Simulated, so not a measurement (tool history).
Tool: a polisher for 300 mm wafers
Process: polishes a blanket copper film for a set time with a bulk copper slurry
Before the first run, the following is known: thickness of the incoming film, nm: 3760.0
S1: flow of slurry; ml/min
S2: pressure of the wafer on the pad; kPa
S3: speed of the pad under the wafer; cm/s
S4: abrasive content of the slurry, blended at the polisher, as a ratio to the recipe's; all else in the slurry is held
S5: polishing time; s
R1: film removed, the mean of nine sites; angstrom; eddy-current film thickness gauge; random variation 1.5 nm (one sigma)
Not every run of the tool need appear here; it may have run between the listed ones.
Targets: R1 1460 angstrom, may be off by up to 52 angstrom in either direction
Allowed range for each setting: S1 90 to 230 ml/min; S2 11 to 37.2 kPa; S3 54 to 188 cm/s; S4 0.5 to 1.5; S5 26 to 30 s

Run 1, hour 0: S1 150 ml/min, S2 24.1 kPa, S3 120 cm/s, S4 1, S5 30 s. Result: R1 3813.6 angstrom.
Run 2, hour 7.3: S1 150 ml/min, S2 22.8 kPa, S3 116 cm/s, S4 1, S5 30 s. Result: R1 3481.1 angstrom.
Run 3, hour 8.1: S1 125 ml/min, S2 22.8 kPa, S3 116 cm/s, S4 1, S5 30 s. Result: R1 3351.3 angstrom.
Run 4, hour 9.1: S1 125 ml/min, S2 22.8 kPa, S3 100 cm/s, S4 1, S5 30 s. Result: R1 2925.2 angstrom.
Run 5, hour 15.1: S1 125 ml/min, S2 22.8 kPa, S3 100 cm/s, S4 1, S5 30 s. Result: R1 2890.1 angstrom.
Run 6, hour 19.3: S1 125 ml/min, S2 22.8 kPa, S3 100 cm/s, S4 1, S5 30 s. Result: R1 2896.9 angstrom.
Run 7, hour 24.4: S1 125 ml/min, S2 21.4 kPa, S3 98 cm/s, S4 1, S5 30 s. Result: R1 2702.7 angstrom.
Run 8, hour 28.7: S1 125 ml/min, S2 20 kPa, S3 96 cm/s, S4 1, S5 30 s. Result: R1 2478.4 angstrom.
Run 9, hour 36.8: S1 125 ml/min, S2 19.3 kPa, S3 94 cm/s, S4 1, S5 30 s. Result: R1 2298.7 angstrom.
Run 10, hour 44.2: S1 125 ml/min, S2 18.6 kPa, S3 94 cm/s, S4 1, S5 30 s. Result: R1 2258.7 angstrom.
Run 11, hour 46: S1 115 ml/min, S2 11.7 kPa, S3 76 cm/s, S4 1, S5 30 s. Result: R1 1152.8 angstrom.

Exactly one of the 4 candidate moves below puts every result within its allowed miss. Which one?
Run A, hour 47.8: S1 135 ml/min, S2 11 kPa, S3 68 cm/s, S4 1, S5 26 s. Result: R1 ?.
Run B, hour 47.8: S1 100 ml/min, S2 15.2 kPa, S3 86 cm/s, S4 1, S5 30 s. Result: R1 ?.
Run C, hour 47.8: S1 125 ml/min, S2 13.8 kPa, S3 86 cm/s, S4 1.1, S5 29 s. Result: R1 ?.
Run D, hour 47.8: S1 115 ml/min, S2 13.1 kPa, S3 86 cm/s, S4 1, S5 30 s. Result: R1 ?.

move      R1
   A  881.73
   B  1594.1
   C  1525.4
   D  1441.5
A: moves away from the targets compared with the last run
B: carries the result that was furthest off beyond its target, to the other side
C: carries the result that was furthest off beyond its target, to the other side
D: all results in spec
Correct choice: D, which meets every target
